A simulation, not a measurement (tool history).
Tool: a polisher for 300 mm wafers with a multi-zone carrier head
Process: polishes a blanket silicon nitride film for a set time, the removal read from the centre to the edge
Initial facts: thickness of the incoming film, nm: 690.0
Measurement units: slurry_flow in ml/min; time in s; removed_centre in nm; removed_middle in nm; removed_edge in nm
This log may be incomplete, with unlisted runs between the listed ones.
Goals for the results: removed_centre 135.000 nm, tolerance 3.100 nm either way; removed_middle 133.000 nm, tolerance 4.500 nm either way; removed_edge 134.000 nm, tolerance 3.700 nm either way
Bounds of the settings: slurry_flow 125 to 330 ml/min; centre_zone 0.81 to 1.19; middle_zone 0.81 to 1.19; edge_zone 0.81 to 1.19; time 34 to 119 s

| run | hour | slurry_flow | centre_zone | middle_zone | edge_zone | time | removed_centre | removed_middle | removed_edge |
|---|---|---|---|---|---|---|---|---|---|
| 1 | 0.0 | 210 | 1.00 | 1.00 | 1.00 | 76 | 112.890 | 99.307 | 101.780 |
| 2 | 1.9 | 210 | 1.00 | 1.00 | 1.00 | 66 | 98.202 | 88.259 | 88.986 |
| 3 | 8.3 | 220 | 0.99 | 1.04 | 1.05 | 74 | 109.080 | 100.280 | 101.300 |
| 4 | 17.1 | 225 | 0.98 | 1.07 | 1.09 | 80 | 118.030 | 114.190 | 111.160 |
| 5 | 24.6 | 225 | 0.98 | 1.11 | 1.09 | 80 | 117.740 | 113.810 | 111.560 |
| 6 | 30.7 | 225 | 0.98 | 1.11 | 1.12 | 80 | 118.280 | 116.180 | 113.640 |
| 7 | 38.6 | 230 | 0.98 | 1.10 | 1.14 | 83 | 122.890 | 120.350 | 119.450 |
| 8 | 41.2 | 245 | 0.98 | 1.10 | 1.16 | 85 | 124.760 | 123.850 | 122.320 |
| 9 | 48.1 | 240 | 0.98 | 1.10 | 1.17 | 87 | 128.400 | 128.210 | 126.850 |
| 10 | 53.6 | 240 | 0.98 | 1.09 | 1.18 | 88 | 129.840 | 126.530 | 129.550 |
| 11 | 57.5 | 245 | 0.98 | 1.10 | 1.18 | 89 | 130.640 | 128.660 | 128.650 |

Consider the 4 candidate settings below. Which is the only one whose results all fall within their allowed miss of target?
| A | 61.4 | 245 | 0.87 | 1.04 | 1.19 | 94 | ? | ? | ? |
| B | 61.4 | 330 | 1.04 | 1.19 | 1.12 | 81 | ? | ? | ? |
| C | 61.4 | 255 | 0.90 | 0.96 | 1.19 | 93 | ? | ? | ? |
| D | 61.4 | 265 | 0.98 | 1.10 | 1.19 | 91 | ? | ? | ? |

| move | removed_centre | removed_middle | removed_edge |
|---|---|---|---|
| A | 124.310 | 129.700 | 136.980 |
| B | 132.430 | 128.800 | 117.300 |
| C | 127.780 | 120.630 | 136.120 |
| D | 136.890 | 132.630 | 133.370 |
A: corrects the largest miss of the last run, while another result sits out of spec
B: further off than the last run
C: corrects the largest miss of the last run, while another result sits out of spec
D: hits every target within its allowed miss
D is the move that brings every result within its allowed miss.
